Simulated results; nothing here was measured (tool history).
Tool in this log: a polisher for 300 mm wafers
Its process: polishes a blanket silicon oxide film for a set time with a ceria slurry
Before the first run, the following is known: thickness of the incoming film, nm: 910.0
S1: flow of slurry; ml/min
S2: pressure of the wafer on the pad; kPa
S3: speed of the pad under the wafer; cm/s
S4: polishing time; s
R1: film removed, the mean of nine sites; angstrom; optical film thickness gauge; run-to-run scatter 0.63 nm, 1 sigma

run	hour	S1	S2	S3	S4	R1
1	0.0	265	18.6	108	23	976.90
2	4.3	265	18.6	128	23	1105.00
3	12.0	265	18.6	114	23	1053.90
4	15.8	315	18.6	114	23	1041.30
5	21.9	315	20.7	114	23	1158.10
6	29.7	315	20.7	114	20	997.23
7	38.7	315	18.6	102	20	809.99

Run 8 is up next; what results do you expect?
8	46.4	310	13.8	78	20	?

Run 8 gave R1 500.25 angstrom.
